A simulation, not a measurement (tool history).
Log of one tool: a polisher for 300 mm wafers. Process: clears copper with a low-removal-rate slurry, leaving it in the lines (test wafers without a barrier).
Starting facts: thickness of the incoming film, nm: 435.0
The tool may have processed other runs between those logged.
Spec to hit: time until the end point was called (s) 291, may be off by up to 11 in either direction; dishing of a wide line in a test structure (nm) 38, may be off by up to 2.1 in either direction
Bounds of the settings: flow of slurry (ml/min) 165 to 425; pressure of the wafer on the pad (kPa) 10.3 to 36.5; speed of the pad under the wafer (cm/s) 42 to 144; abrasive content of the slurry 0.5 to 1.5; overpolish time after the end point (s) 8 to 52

run    day  flow of slurry (ml/min)  pressure of the wafer on the pad (kPa)  speed of the pad under the wafer (cm/s)  abrasive content of the slurry  overpolish time after the end point (s)  time until the end point was called (s)  dishing of a wide line in a test structure (nm)
  1      0                      275                                    23.4                                       92                               1                                       26                                   172.91                                           45.536
  2  0.121                      275                                    26.9                                       92                               1                                       26                                   155.68                                           51.145
  3  0.492                      275                                    26.9                                       92                             1.1                                       26                                   151.97                                           50.968
  4  0.812                      270                                    24.8                                       92                             1.1                                       27                                   161.33                                           50.229
  5  1.054                      270                                    23.4                                       90                             1.1                                       28                                   174.04                                           47.101
  6  1.312                      270                                    23.4                                       90                             1.1                                       34                                    171.3                                           56.885
  7  1.642                      265                                    16.5                                       88                             1.1                                       37                                   218.17                                           48.769
  8  1.967                      265                                    15.9                                       88                             1.1                                       37                                    230.1                                           48.092
  9  2.308                      265                                    15.2                                       88                             1.1                                       37                                   235.07                                           46.637
 10  2.404                      265                                    14.5                                       88                             1.1                                       37                                    240.4                                            46.15
 11  2.642                      265                                    13.8                                       88                             1.1                                       37                                   245.09                                           43.877
 12  2.725                      265                                    13.1                                       88                             1.1                                       37                                   247.86                                            43.16
 13  2.979                      265                                    11.7                                       84                             1.1                                       38                                   279.08                                           40.352

Of the 4 settings listed for the next run, only one would bring every result within its allowed miss of target. Which one?
  A  3.233                      365                                    14.5                                       78                            1.15                                       33                                        ?                                                ?
  B  3.233                      255                                    10.3                                       78                             1.1                                       50                                        ?                                                ?
  C  3.233                      270                                    11.7                                       88                            1.15                                       39                                        ?                                                ?
  D  3.233                      370                                    13.1                                       72                            1.25                                       37                                        ?                                                ?

move  time until the end point was called (s)  dishing of a wide line in a test structure (nm)
   A                                   257.11                                           38.008
   B                                   317.51                                           44.011
   C                                   261.63                                           42.442
   D                                   287.25                                           37.953
A: brings the result that was furthest off to its target, and leaves another outside
B: lands further from the targets than the last run did
C: lands further from the targets than the last run did
D: hits every target within its allowed miss
The move that meets every target is D.
